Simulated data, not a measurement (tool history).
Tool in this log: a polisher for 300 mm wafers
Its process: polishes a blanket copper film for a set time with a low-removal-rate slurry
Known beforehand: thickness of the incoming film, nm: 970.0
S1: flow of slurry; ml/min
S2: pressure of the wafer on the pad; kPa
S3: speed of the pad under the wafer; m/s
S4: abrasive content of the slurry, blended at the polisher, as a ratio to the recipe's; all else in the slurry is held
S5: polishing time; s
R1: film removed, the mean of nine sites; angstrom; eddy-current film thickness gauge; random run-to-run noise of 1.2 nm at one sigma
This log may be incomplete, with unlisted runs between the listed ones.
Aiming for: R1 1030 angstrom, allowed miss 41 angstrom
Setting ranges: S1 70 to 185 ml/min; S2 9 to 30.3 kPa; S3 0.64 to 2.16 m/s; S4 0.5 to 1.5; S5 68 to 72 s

{"run": 1, "hour": 0.0, "S1": 120, "S2": 19.3, "S3": 1.4, "S4": 1, "S5": 68, "R1": 2406.4}
{"run": 2, "hour": 3.3, "S1": 115, "S2": 17.9, "S3": 1.34, "S4": 1, "S5": 68, "R1": 2140.7}
{"run": 3, "hour": 3.9, "S1": 115, "S2": 16.5, "S3": 1.28, "S4": 1, "S5": 68, "R1": 1933.9}
{"run": 4, "hour": 7.6, "S1": 115, "S2": 21.4, "S3": 1.28, "S4": 1, "S5": 68, "R1": 2472.9}
{"run": 5, "hour": 8.7, "S1": 115, "S2": 21.4, "S3": 1.28, "S4": 0.8, "S5": 68, "R1": 2384.4}
{"run": 6, "hour": 15.0, "S1": 115, "S2": 23.4, "S3": 1.28, "S4": 0.8, "S5": 68, "R1": 2578.4}
{"run": 7, "hour": 18.2, "S1": 115, "S2": 21.4, "S3": 1.22, "S4": 0.8, "S5": 68, "R1": 2318.4}
{"run": 8, "hour": 23.1, "S1": 95, "S2": 15.9, "S3": 0.84, "S4": 0.75, "S5": 68, "R1": 1285.5}
{"run": 9, "hour": 24.9, "S1": 95, "S2": 15.9, "S3": 0.84, "S4": 0.75, "S5": 68, "R1": 1293.1}
{"run": 10, "hour": 27.7, "S1": 95, "S2": 15.2, "S3": 0.84, "S4": 0.75, "S5": 68, "R1": 1235.5}
{"run": 11, "hour": 33.8, "S1": 95, "S2": 14.5, "S3": 0.84, "S4": 0.75, "S5": 68, "R1": 1194.5}
{"run": 12, "hour": 41.3, "S1": 95, "S2": 13.8, "S3": 0.84, "S4": 0.75, "S5": 68, "R1": 1135.7}
{"run": 13, "hour": 43.7, "S1": 95, "S2": 13.1, "S3": 0.84, "S4": 0.75, "S5": 68, "R1": 1077.1}

Exercise: of the 5 proposed moves below, exactly one satisfies all targets within the stated allowed misses. Which move is it?
{"run": "A", "hour": 46.1, "S1": 130, "S2": 11.7, "S3": 0.86, "S4": 0.85, "S5": 72, "R1": "?"}
{"run": "B", "hour": 46.1, "S1": 95, "S2": 12.4, "S3": 1, "S4": 0.75, "S5": 68, "R1": "?"}
{"run": "C", "hour": 46.1, "S1": 95, "S2": 14.5, "S3": 0.76, "S4": 0.75, "S5": 72, "R1": "?"}
{"run": "D", "hour": 46.1, "S1": 85, "S2": 14.5, "S3": 0.7, "S4": 0.75, "S5": 72, "R1": "?"}
{"run": "E", "hour": 46.1, "S1": 95, "S2": 9.7, "S3": 1.34, "S4": 0.5, "S5": 68, "R1": "?"}

move=A R1=1138.6
move=B R1=1139.1
move=C R1=1184.8
move=D R1=1100.6
move=E R1=1017.2
A: misses by more than the last run did
B: misses by more than the last run did
C: misses by more than the last run did
D: misses by more than the last run did
E: every result lands within tolerance
So the answer is move E, the one that meets all the targets.
